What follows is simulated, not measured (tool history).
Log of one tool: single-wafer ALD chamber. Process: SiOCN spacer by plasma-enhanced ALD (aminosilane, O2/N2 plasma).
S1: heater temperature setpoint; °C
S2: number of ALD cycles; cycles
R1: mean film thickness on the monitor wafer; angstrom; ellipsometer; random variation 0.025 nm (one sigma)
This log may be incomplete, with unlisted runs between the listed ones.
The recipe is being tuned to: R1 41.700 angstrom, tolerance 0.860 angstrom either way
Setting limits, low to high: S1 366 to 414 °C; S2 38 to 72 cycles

{"run": 1, "hour": 0.0, "S1": 390, "S2": 55, "R1": 34.531}
{"run": 2, "hour": 8.9, "S1": 390, "S2": 52, "R1": 32.596}
{"run": 3, "hour": 16.8, "S1": 399, "S2": 52, "R1": 32.472}
{"run": 4, "hour": 24.3, "S1": 403, "S2": 52, "R1": 31.763}
{"run": 5, "hour": 32.7, "S1": 401, "S2": 55, "R1": 34.22}
{"run": 6, "hour": 36.7, "S1": 401, "S2": 57, "R1": 35.068}
{"run": 7, "hour": 43.5, "S1": 400, "S2": 59, "R1": 36.501}
{"run": 8, "hour": 46.9, "S1": 400, "S2": 61, "R1": 37.98}
{"run": 9, "hour": 51.1, "S1": 400, "S2": 62, "R1": 38.612}
{"run": 10, "hour": 56.8, "S1": 400, "S2": 63, "R1": 39.242}

5 next moves are on the table. One of them brings every result within its allowed miss. Which?
{"run": "A", "hour": 62.5, "S1": 402, "S2": 67, "R1": "?"}
{"run": "B", "hour": 62.5, "S1": 399, "S2": 64, "R1": "?"}
{"run": "C", "hour": 62.5, "S1": 396, "S2": 59, "R1": "?"}
{"run": "D", "hour": 62.5, "S1": 387, "S2": 62, "R1": "?"}
{"run": "E", "hour": 62.5, "S1": 398, "S2": 60, "R1": "?"}

move=A R1=41.000
move=B R1=39.464
move=C R1=36.381
move=D R1=38.230
move=E R1=36.997
A: each result inside its tolerance
B: closer than the last run, but not yet in spec
C: lands further from the targets than the last run did
D: lands further from the targets than the last run did
E: lands further from the targets than the last run did
The right move is A.

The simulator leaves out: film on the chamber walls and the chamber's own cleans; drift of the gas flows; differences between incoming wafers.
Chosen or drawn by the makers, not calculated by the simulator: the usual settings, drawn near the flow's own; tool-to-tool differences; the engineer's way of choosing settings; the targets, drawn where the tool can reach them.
